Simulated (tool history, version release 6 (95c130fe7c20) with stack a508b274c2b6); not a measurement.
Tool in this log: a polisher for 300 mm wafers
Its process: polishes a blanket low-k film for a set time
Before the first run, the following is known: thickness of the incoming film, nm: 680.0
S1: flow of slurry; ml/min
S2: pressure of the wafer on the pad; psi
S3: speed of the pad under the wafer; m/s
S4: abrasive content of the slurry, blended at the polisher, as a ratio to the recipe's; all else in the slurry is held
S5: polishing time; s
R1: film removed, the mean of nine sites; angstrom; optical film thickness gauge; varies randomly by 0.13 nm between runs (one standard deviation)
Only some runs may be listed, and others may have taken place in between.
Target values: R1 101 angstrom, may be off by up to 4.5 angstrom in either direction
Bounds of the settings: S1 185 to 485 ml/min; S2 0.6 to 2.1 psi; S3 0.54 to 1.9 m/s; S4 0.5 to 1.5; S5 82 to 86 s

run,hour,S1,S2,S3,S4,S5,R1
1,0,310,1.3,1.22,1,82,222.36
2,7.6,310,1.1,1.14,1,82,174.54
3,15.8,310,1.1,1.14,1,82,177.75
4,16.4,345,1.1,1.14,1,82,176.84
5,24.7,345,1,1.1,1,82,163.49
6,31,340,0.9,1.04,1,82,139.95
7,34.5,340,0.8,1.02,1,82,121.61
8,36.7,335,0.8,1.02,1,82,120.19
9,38.2,335,0.6,0.98,1,82,91.115
10,46.4,345,0.6,0.98,1,82,91.695
11,49.6,350,0.6,0.98,1,82,92.502
12,57.7,355,0.6,0.98,1,82,94.098
13,62.4,360,0.6,0.98,1,82,92.627
14,67.1,360,0.7,0.98,1,82,106.2
15,69.6,355,0.7,0.98,1,82,104.55
16,74.3,350,0.7,0.98,1,82,105.23

Exactly one of the 4 candidate moves below puts every result within its allowed miss. Which one?
A,79,265,0.7,1.02,0.95,86,?
B,79,360,0.8,0.82,0.95,86,?
C,79,440,0.6,1.08,1.05,82,?
D,79,345,0.7,1.04,1,85,?

move,R1
A,109.44
B,109.13
C,101.54
D,114.27
A: moves away from the targets compared with the last run
B: moves away from the targets compared with the last run
C: all results in spec
D: moves away from the targets compared with the last run
Answer: C
